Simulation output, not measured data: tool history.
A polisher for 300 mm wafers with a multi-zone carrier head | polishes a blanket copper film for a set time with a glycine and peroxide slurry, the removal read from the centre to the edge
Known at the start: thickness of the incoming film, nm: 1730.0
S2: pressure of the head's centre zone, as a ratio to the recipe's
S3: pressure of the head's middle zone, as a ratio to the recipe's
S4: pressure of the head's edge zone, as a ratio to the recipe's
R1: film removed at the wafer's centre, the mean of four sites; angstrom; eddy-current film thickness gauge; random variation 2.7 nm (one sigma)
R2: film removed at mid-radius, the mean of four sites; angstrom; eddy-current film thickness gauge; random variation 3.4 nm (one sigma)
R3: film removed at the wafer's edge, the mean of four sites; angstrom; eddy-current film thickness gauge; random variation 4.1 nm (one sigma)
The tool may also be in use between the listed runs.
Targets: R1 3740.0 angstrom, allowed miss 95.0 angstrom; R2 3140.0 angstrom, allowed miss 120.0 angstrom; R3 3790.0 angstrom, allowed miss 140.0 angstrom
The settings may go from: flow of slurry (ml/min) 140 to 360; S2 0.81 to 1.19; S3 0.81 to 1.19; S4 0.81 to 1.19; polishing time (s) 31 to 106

Run 1, hour 0.0: flow of slurry (ml/min) 230, S2 1.00, S3 1.00, S4 1.00, polishing time (s) 68. Result: R1 5351.1 angstrom, R2 5369.1 angstrom, R3 5297.3 angstrom.
Run 2, hour 8.8: flow of slurry (ml/min) 220, S2 1.00, S3 0.96, S4 1.01, polishing time (s) 63. Result: R1 4923.3 angstrom, R2 4765.4 angstrom, R3 4869.1 angstrom.
Run 3, hour 11.5: flow of slurry (ml/min) 220, S2 0.97, S3 0.96, S4 1.01, polishing time (s) 63. Result: R1 4800.6 angstrom, R2 4712.1 angstrom, R3 4905.6 angstrom.
Run 4, hour 19.6: flow of slurry (ml/min) 220, S2 0.97, S3 1.01, S4 1.01, polishing time (s) 63. Result: R1 4789.1 angstrom, R2 4905.0 angstrom, R3 4958.7 angstrom.
Run 5, hour 25.3: flow of slurry (ml/min) 205, S2 0.98, S3 0.97, S4 1.02, polishing time (s) 60. Result: R1 4504.2 angstrom, R2 4457.6 angstrom, R3 4606.8 angstrom.
Run 6, hour 28.0: flow of slurry (ml/min) 195, S2 0.99, S3 0.94, S4 1.04, polishing time (s) 58. Result: R1 4459.7 angstrom, R2 4272.4 angstrom, R3 4547.8 angstrom.
Run 7, hour 36.5: flow of slurry (ml/min) 190, S2 1.02, S3 0.84, S4 1.09, polishing time (s) 39. Result: R1 3017.5 angstrom, R2 2590.0 angstrom, R3 3145.6 angstrom.
Run 8, hour 44.5: flow of slurry (ml/min) 190, S2 1.02, S3 0.84, S4 1.09, polishing time (s) 39. Result: R1 3024.3 angstrom, R2 2588.3 angstrom, R3 3114.5 angstrom.
Run 9, hour 52.3: flow of slurry (ml/min) 195, S2 1.03, S3 0.85, S4 1.11, polishing time (s) 41. Result: R1 3260.6 angstrom, R2 2788.1 angstrom, R3 3320.5 angstrom.
Run 10, hour 56.2: flow of slurry (ml/min) 210, S2 1.03, S3 0.85, S4 1.13, polishing time (s) 42. Result: R1 3370.1 angstrom, R2 2849.7 angstrom, R3 3446.5 angstrom.
Run 11, hour 57.1: flow of slurry (ml/min) 225, S2 1.03, S3 0.86, S4 1.14, polishing time (s) 42. Result: R1 3407.7 angstrom, R2 2865.3 angstrom, R3 3447.5 angstrom.
Run 12, hour 63.0: flow of slurry (ml/min) 235, S2 1.03, S3 0.86, S4 1.15, polishing time (s) 43. Result: R1 3528.0 angstrom, R2 2936.1 angstrom, R3 3541.8 angstrom.
Run 13, hour 71.5: flow of slurry (ml/min) 240, S2 1.03, S3 0.86, S4 1.16, polishing time (s) 43. Result: R1 3472.7 angstrom, R2 2925.6 angstrom, R3 3613.6 angstrom.
Run 14, hour 80.3: flow of slurry (ml/min) 250, S2 1.03, S3 0.87, S4 1.16, polishing time (s) 43. Result: R1 3461.1 angstrom, R2 3043.9 angstrom, R3 3671.0 angstrom.
Run 15, hour 86.9: flow of slurry (ml/min) 255, S2 1.04, S3 0.87, S4 1.17, polishing time (s) 43. Result: R1 3568.5 angstrom, R2 2960.4 angstrom, R3 3632.6 angstrom.
Run 16, hour 88.6: flow of slurry (ml/min) 260, S2 1.04, S3 0.88, S4 1.17, polishing time (s) 43. Result: R1 3529.5 angstrom, R2 3038.7 angstrom, R3 3712.9 angstrom.

Which of these 4 next moves meets every target?
Run A, hour 90.3: flow of slurry (ml/min) 280, S2 0.96, S3 0.85, S4 1.19, polishing time (s) 45. Result: R1 ?, R2 ?, R3 ?.
Run B, hour 90.3: flow of slurry (ml/min) 310, S2 1.18, S3 0.81, S4 1.14, polishing time (s) 41. Result: R1 ?, R2 ?, R3 ?.
Run C, hour 90.3: flow of slurry (ml/min) 270, S2 1.06, S3 0.87, S4 1.19, polishing time (s) 44. Result: R1 ?, R2 ?, R3 ?.
Run D, hour 90.3: flow of slurry (ml/min) 210, S2 1.10, S3 0.91, S4 1.00, polishing time (s) 44. Result: R1 ?, R2 ?, R3 ?.

move      R1      R2      R3
   A  3466.5  3134.3  3884.6
   B  3926.6  2779.5  3487.4
   C  3731.5  3105.1  3787.4
   D  3762.4  3126.9  3399.3
A: further off than the last run
B: takes the result that was furthest off past its target
C: meets every target
D: brings the result that was furthest off to its target, and leaves another outside
The right move is C.
